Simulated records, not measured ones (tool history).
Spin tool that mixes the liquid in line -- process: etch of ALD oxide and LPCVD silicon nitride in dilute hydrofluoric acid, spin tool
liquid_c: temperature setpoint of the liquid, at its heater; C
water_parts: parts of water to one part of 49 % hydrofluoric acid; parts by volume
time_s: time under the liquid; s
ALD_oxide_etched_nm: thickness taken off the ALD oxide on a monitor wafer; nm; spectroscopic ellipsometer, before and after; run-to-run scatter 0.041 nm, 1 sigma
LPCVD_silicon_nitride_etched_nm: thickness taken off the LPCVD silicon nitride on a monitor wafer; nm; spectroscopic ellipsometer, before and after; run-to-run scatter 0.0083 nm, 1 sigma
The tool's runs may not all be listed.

run	day	liquid_c	water_parts	time_s	ALD_oxide_etched_nm	LPCVD_silicon_nitride_etched_nm
1	0	21	115	180	20.018	0.62558
2	0.021	21	85	180	27.811	0.85024
3	0.388	21	70	180	34.073	1.0892
4	0.708	18.5	70	180	30.896	0.83999
5	0.946	18.5	90	180	23.151	0.72411
6	0.979	18.5	130	180	15.266	0.53217
7	1.017	18	155	160	10.989	0.33375
8	1.058	17.5	175	135	7.9781	0.24582
9	1.279	17.5	185	115	6.4054	0.21247
10	1.567	17.5	195	105	5.4315	0.15913

The next listed run, before its measurement:
11	1.85	17.5	200	100	?	?

For run 11 the tool returned ALD_oxide_etched_nm 5.022 nm, LPCVD_silicon_nitride_etched_nm 0.15965 nm.
